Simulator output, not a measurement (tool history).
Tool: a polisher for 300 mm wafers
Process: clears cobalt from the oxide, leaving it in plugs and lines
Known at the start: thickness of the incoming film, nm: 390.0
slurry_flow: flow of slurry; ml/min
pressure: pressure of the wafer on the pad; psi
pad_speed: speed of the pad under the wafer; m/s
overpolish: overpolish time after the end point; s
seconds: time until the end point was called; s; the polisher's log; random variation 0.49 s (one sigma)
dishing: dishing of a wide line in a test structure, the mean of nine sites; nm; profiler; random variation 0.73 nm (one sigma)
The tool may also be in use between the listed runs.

| run | hour | slurry_flow | pressure | pad_speed | overpolish | seconds | dishing |
|---|---|---|---|---|---|---|---|
| 1 | 0 | 150 | 1.9 | 1.2 | 9 | 61.794 | 35.435 |
| 2 | 5.9 | 150 | 2 | 1.2 | 8 | 59.761 | 33.945 |
| 3 | 10.4 | 155 | 2.1 | 1.2 | 7 | 57.952 | 32.152 |
| 4 | 11.2 | 175 | 2.1 | 1.2 | 7 | 55.907 | 32.147 |
| 5 | 19.9 | 180 | 2.2 | 1.2 | 7 | 54.296 | 32.843 |
| 6 | 21.9 | 180 | 2.2 | 1.2 | 9 | 53.764 | 39.513 |

Forecast run 7:
| 7 | 23.7 | 180 | 2.3 | 1.2 | 8 | ? | ? |

seconds: 51.866 s
dishing: 37.241 nm
